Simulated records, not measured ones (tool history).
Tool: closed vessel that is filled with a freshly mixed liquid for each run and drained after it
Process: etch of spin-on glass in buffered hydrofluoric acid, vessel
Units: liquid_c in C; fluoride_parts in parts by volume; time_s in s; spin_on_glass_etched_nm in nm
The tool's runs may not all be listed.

| run | hour | liquid_c | fluoride_parts | time_s | spin_on_glass_etched_nm |
|---|---|---|---|---|---|
| 1 | 0.0 | 22.0 | 18 | 100 | 216.60 |
| 2 | 4.6 | 18.5 | 18 | 100 | 177.80 |
| 3 | 6.6 | 18.5 | 16 | 100 | 197.83 |
| 4 | 15.1 | 21.0 | 16 | 100 | 230.88 |
| 5 | 20.8 | 21.0 | 16 | 100 | 230.94 |
| 6 | 24.6 | 21.5 | 16 | 100 | 237.01 |
| 7 | 29.6 | 22.0 | 16 | 100 | 243.59 |
| 8 | 35.8 | 22.5 | 16 | 100 | 250.26 |

Run 9, settings as shown, results not yet in. Your forecast:
| 9 | 37.8 | 23.0 | 16 | 100 | ? |

{"run 9": {"spin_on_glass_etched_nm": 259.72}}
